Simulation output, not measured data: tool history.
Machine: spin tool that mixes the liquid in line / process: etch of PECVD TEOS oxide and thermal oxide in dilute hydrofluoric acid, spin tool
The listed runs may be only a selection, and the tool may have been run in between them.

run	hour	temperature setpoint of the liquid (°C)	parts of water to one part of 49 % hydrofluoric acid (parts by volume)	time under the liquid (s)	thickness taken off the PECVD TEOS oxide on a monitor wafer (nm)	thickness taken off the thermal oxide on a monitor wafer (nm)
1	0.0	22.0	140	65	7.2720	1.7653
2	2.2	21.0	145	65	6.6880	1.6384
3	6.9	23.0	145	65	7.2205	1.7616
4	11.3	21.5	145	65	6.8207	1.6762
5	13.2	20.5	145	65	6.5000	1.6212
6	17.2	20.5	145	90	9.1311	2.2140

What does the tool deliver on the next run?
7	25.6	19.5	155	90	?	?

thickness taken off the PECVD TEOS oxide on a monitor wafer (nm): 8.1295
thickness taken off the thermal oxide on a monitor wafer (nm): 2.0170
